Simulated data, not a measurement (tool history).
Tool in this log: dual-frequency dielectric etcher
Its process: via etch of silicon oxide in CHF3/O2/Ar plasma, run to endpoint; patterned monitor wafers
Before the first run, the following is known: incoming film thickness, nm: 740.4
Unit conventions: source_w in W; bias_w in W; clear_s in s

run  hour  source_w  bias_w  clear_s
  1   0.0       660     206   380.71
  2   2.0       690     209   374.18
  3   3.6       620     209   393.07
  4   8.6       620     188   399.47
  5  12.4       660     193   387.34
  6  19.7       660     170   396.60
  7  27.1       700     176   381.55

Estimate the outcome of run 8 from the log above:
  8  28.9       830     202        ?

{"run 8": {"clear_s": 344.42}}

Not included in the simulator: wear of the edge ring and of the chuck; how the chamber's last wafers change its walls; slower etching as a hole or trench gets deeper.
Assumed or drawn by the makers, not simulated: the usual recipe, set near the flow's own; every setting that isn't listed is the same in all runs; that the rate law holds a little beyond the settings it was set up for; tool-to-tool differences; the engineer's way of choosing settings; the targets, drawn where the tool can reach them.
